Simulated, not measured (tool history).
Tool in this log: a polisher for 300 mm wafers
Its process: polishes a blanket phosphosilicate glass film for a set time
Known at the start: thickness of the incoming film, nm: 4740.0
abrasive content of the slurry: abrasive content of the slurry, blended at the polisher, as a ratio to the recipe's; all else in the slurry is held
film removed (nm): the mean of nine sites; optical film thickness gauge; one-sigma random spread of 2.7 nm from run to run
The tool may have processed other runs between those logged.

run	hour	flow of slurry (ml/min)	pressure of the wafer on the pad (psi)	speed of the pad under the wafer (m/s)	abrasive content of the slurry	polishing time (s)	film removed (nm)
1	0.0	290	3.4	1.04	1.0	45	445.07
2	7.6	290	4.2	1.04	1.0	45	523.24
3	13.1	290	3.4	1.02	1.0	45	439.23
4	16.5	290	2.9	1.02	1.0	45	394.78
5	24.7	290	2.9	1.02	1.0	45	393.75
6	28.5	290	2.9	1.02	1.1	45	415.29
7	29.2	290	2.5	1.02	1.1	45	370.31
8	37.3	290	2.3	1.02	1.1	45	337.81

What does the tool deliver on the next run?
9	40.4	290	2.2	1.02	1.1	45	?

{"run 9": {"film removed (nm)": 328.95}}
